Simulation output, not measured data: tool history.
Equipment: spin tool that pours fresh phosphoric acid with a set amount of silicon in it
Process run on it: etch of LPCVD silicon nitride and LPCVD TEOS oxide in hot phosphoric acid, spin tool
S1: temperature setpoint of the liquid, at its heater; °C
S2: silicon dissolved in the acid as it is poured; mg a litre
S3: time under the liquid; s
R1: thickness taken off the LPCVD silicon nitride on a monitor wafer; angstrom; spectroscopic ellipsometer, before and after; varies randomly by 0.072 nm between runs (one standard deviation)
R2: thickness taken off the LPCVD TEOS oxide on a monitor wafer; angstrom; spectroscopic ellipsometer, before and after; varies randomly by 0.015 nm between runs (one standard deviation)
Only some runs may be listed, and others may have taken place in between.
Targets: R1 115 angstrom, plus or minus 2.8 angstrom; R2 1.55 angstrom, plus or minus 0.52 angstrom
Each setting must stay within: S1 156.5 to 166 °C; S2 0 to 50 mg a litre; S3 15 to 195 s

| run | hour | S1 | S2 | S3 | R1 | R2 |
|---|---|---|---|---|---|---|
| 1 | 0 | 161 | 26 | 100 | 95.195 | 3.3597 |
| 2 | 2.6 | 161 | 19.5 | 100 | 95.683 | 3.8518 |
| 3 | 3.9 | 161 | 23.5 | 100 | 94.548 | 3.3028 |
| 4 | 10.5 | 161.5 | 27 | 100 | 96.236 | 3.566 |
| 5 | 12.9 | 161 | 30 | 105 | 101.16 | 3.1003 |
| 6 | 20.9 | 161 | 30 | 125 | 118.6 | 3.053 |
| 7 | 25.9 | 161 | 32.5 | 125 | 119.06 | 3.5306 |
| 8 | 30 | 158.5 | 49.5 | 135 | 116.84 | 1.5435 |
| 9 | 38.2 | 158.5 | 49 | 135 | 118.72 | 1.3016 |
| 10 | 43.2 | 158.5 | 48 | 135 | 118.25 | 1.3572 |
| 11 | 44.6 | 158.5 | 47 | 135 | 117.3 | 1.5053 |
| 12 | 53 | 158.5 | 46.5 | 135 | 117.59 | 1.4406 |
| 13 | 61.3 | 158.5 | 46 | 135 | 118.53 | 1.4839 |
| 14 | 66.8 | 158.5 | 45.5 | 135 | 117.17 | 1.4756 |
| 15 | 68.9 | 158.5 | 45 | 135 | 119.02 | 1.3839 |

4 next moves are on the table. One of them brings every result within its allowed miss. Which?
| A | 71 | 157 | 50 | 150 | ? | ? |
| B | 71 | 157 | 49.5 | 155 | ? | ? |
| C | 71 | 160 | 48.5 | 125 | ? | ? |
| D | 71 | 158.5 | 36 | 140 | ? | ? |

| move | R1 | R2 |
|---|---|---|
| A | 125.57 | 1.2085 |
| B | 129.75 | 1.2488 |
| C | 115.82 | 1.2598 |
| D | 123.32 | 2.2946 |
A: lands further from the targets than the last run did
B: lands further from the targets than the last run did
C: hits every target within its allowed miss
D: lands further from the targets than the last run did
Answer: C

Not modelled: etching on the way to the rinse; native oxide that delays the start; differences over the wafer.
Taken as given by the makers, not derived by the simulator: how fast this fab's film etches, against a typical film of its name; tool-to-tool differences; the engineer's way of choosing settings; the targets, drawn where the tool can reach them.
